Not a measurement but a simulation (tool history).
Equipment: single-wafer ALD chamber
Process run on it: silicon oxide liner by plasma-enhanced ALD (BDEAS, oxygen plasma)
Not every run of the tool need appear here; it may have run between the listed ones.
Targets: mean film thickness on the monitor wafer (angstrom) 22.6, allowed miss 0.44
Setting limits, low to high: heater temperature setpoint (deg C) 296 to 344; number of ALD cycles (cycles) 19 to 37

| run | hour | heater temperature setpoint (deg C) | number of ALD cycles (cycles) | mean film thickness on the monitor wafer (angstrom) |
|---|---|---|---|---|
| 1 | 0 | 320 | 28 | 24.909 |
| 2 | 6.6 | 320 | 31 | 27.703 |
| 3 | 15.4 | 324 | 31 | 27.445 |
| 4 | 16.9 | 324 | 33 | 29.094 |
| 5 | 19.5 | 324 | 31 | 27.461 |
| 6 | 28.2 | 316 | 31 | 27.695 |
| 7 | 28.8 | 316 | 30 | 26.713 |
| 8 | 37.5 | 316 | 29 | 25.562 |
| 9 | 40.4 | 316 | 27 | 24.21 |
| 10 | 47.5 | 316 | 26 | 23.246 |

Of the 4 settings listed for the next run, only one would bring every result within its allowed miss of target. Which one?
| A | 54.6 | 312 | 25 | ? |
| B | 54.6 | 303 | 26 | ? |
| C | 54.6 | 323 | 28 | ? |
| D | 54.6 | 316 | 27 | ? |

| move | mean film thickness on the monitor wafer (angstrom) |
|---|---|
| A | 22.609 |
| B | 23.85 |
| C | 24.879 |
| D | 24.262 |
A: every result lands within tolerance
B: its largest miss is bigger than the last run's
C: its largest miss is bigger than the last run's
D: its largest miss is bigger than the last run's
The move that meets every target is A.
